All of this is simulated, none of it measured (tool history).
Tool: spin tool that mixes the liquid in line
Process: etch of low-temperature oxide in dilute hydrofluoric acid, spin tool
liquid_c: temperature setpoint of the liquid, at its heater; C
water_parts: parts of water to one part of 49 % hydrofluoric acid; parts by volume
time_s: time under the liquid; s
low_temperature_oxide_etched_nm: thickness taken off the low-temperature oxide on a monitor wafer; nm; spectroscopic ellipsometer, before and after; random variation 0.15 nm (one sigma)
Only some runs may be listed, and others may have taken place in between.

run  hour  liquid_c  water_parts  time_s  low_temperature_oxide_etched_nm
  1   0.0      24.0          220     290                           10.369
  2   4.5      27.0          220     290                           11.459
  3  12.6      27.0          220     310                           12.424
  4  21.1      27.0          140     310                           21.709
     29.4  -- hydrofluoric acid flow meter replaced
  5  29.4      27.0          140     290                           21.947
  6  31.8      29.5          140     290                           24.460
  7  33.0      28.0          140     290                           22.910

Forecast run 8:
  8  40.7      27.0          140     290                                ?

low_temperature_oxide_etched_nm: 22.391 nm

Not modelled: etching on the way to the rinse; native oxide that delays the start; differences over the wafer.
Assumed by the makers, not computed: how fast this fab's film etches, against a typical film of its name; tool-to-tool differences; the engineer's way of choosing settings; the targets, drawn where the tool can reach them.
